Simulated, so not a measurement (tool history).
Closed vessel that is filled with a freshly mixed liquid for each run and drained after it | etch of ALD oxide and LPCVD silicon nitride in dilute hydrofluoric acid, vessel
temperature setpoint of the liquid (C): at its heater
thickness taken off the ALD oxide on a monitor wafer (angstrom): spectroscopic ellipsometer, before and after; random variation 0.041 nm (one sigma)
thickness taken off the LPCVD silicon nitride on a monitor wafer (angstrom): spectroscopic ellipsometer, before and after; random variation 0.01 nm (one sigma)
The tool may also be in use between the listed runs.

| run | hour | temperature setpoint of the liquid (C) | parts of water to one part of 49 % hydrofluoric acid (parts by volume) | time in the liquid (s) | thickness taken off the ALD oxide on a monitor wafer (angstrom) | thickness taken off the LPCVD silicon nitride on a monitor wafer (angstrom) |
|---|---|---|---|---|---|---|
| 1 | 0.0 | 24.0 | 285 | 605 | 227.590 | 11.4340 |
| 2 | 8.6 | 23.0 | 310 | 595 | 195.730 | 9.6223 |
| 3 | 15.6 | 22.0 | 335 | 585 | 168.540 | 7.8982 |
| 4 | 22.4 | 22.0 | 285 | 585 | 208.490 | 9.0233 |
| 5 | 30.1 | 22.0 | 195 | 585 | 331.780 | 13.8910 |
| 6 | 36.9 | 19.0 | 195 | 585 | 295.040 | 11.1730 |
| 7 | 39.4 | 18.5 | 240 | 580 | 223.500 | 9.0280 |
| 8 | 43.5 | 17.0 | 350 | 470 | 107.990 | 4.6272 |
| 9 | 51.4 | 17.0 | 360 | 460 | 100.690 | 4.1520 |
| 10 | 57.3 | 17.0 | 365 | 455 | 98.617 | 4.2083 |
| 11 | 61.8 | 17.0 | 370 | 450 | 94.937 | 4.3300 |

Forecast run 12:
| 12 | 69.3 | 17.0 | 375 | 445 | ? | ? |

thickness taken off the ALD oxide on a monitor wafer (angstrom): 93.163
thickness taken off the LPCVD silicon nitride on a monitor wafer (angstrom): 4.2591
